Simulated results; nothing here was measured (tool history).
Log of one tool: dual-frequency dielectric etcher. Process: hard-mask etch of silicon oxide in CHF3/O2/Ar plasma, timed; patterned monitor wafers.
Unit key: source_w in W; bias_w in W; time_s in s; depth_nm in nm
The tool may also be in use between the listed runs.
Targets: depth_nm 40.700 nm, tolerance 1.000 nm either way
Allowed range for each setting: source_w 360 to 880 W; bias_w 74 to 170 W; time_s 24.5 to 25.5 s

run	hour	source_w	bias_w	time_s	depth_nm
1	0.0	620	122	24.5	46.368
2	2.0	710	122	24.5	50.391
3	2.9	710	137	24.5	53.190
4	7.9	660	135	24.5	50.458
5	9.3	620	134	24.5	48.548
6	11.6	620	134	25.5	50.471
7	18.4	580	133	25.5	48.298
8	20.3	550	132	25.5	46.447
9	28.4	530	131	25.5	45.101
10	33.1	510	131	25.5	43.940
11	41.7	500	131	25.5	43.285
12	48.3	420	126	25.5	37.012
13	56.8	430	126	25.5	37.769
14	59.0	440	126	25.5	38.622

Which single option among these 5 for the next run brings every result within its allowed miss of target? Just one does.
A	61.2	470	143	25.5	?
B	61.2	520	123	25.5	?
C	61.2	420	139	25.5	?
D	61.2	430	145	25.5	?
E	61.2	450	130	24.5	?

move	depth_nm
A	43.240
B	43.273
C	38.967
D	40.576
E	38.345
A: pushes the last run's worst result past its target
B: pushes the last run's worst result past its target
C: nearer the targets than the last run, but a result is still out of spec
D: every result within its allowed miss
E: moves away from the targets compared with the last run
Move D is the one to make.

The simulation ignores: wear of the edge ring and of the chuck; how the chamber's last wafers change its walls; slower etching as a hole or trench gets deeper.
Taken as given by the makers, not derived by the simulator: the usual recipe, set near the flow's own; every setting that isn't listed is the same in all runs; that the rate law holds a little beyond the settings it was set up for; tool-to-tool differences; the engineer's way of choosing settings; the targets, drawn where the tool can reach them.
